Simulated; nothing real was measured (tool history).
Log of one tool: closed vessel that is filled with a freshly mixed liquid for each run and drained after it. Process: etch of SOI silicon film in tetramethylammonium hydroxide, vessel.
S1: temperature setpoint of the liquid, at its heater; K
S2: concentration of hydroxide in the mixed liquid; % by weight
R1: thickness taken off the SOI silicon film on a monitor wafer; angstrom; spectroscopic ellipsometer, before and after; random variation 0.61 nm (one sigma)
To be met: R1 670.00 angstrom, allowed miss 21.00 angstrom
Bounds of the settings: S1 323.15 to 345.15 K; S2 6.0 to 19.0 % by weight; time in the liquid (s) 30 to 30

{"run": 1, "day": 0.0, "S1": 332.15, "S2": 12.5, "time in the liquid (s)": 30, "R1": 1022.1}
{"run": 2, "day": 0.279, "S1": 332.15, "S2": 12.5, "time in the liquid (s)": 30, "R1": 1013.4}
{"run": 3, "day": 0.662, "S1": 328.15, "S2": 12.5, "time in the liquid (s)": 30, "R1": 791.96}
{"run": 4, "day": 0.817, "S1": 328.15, "S2": 11.5, "time in the liquid (s)": 30, "R1": 824.52}
{"run": 5, "day": 0.879, "S1": 328.15, "S2": 13.5, "time in the liquid (s)": 30, "R1": 756.84}
{"run": 6, "day": 1.046, "S1": 333.15, "S2": 13.5, "time in the liquid (s)": 30, "R1": 1058.0}
{"run": 7, "day": 1.092, "S1": 332.15, "S2": 13.5, "time in the liquid (s)": 30, "R1": 986.43}
{"run": 8, "day": 1.238, "S1": 331.15, "S2": 13.5, "time in the liquid (s)": 30, "R1": 932.86}
{"run": 9, "day": 1.288, "S1": 330.65, "S2": 13.5, "time in the liquid (s)": 30, "R1": 896.68}
{"run": 10, "day": 1.512, "S1": 325.15, "S2": 13.5, "time in the liquid (s)": 30, "R1": 630.2}
{"run": 11, "day": 1.8, "S1": 325.65, "S2": 13.5, "time in the liquid (s)": 30, "R1": 641.46}

Which of these 5 next moves meets every target?
{"run": "A", "day": 2.088, "S1": 325.15, "S2": 14.5, "time in the liquid (s)": 30, "R1": "?"}
{"run": "B", "day": 2.088, "S1": 327.15, "S2": 15.0, "time in the liquid (s)": 30, "R1": "?"}
{"run": "C", "day": 2.088, "S1": 325.15, "S2": 13.0, "time in the liquid (s)": 30, "R1": "?"}
{"run": "D", "day": 2.088, "S1": 325.65, "S2": 14.0, "time in the liquid (s)": 30, "R1": "?"}
{"run": "E", "day": 2.088, "S1": 325.65, "S2": 16.0, "time in the liquid (s)": 30, "R1": "?"}

move=A R1=608.59
move=B R1=680.89
move=C R1=642.33
move=D R1=640.55
move=E R1=604.30
A: further off than the last run
B: meets every target
C: as far off as the last run
D: as far off as the last run
E: further off than the last run
Answer: B
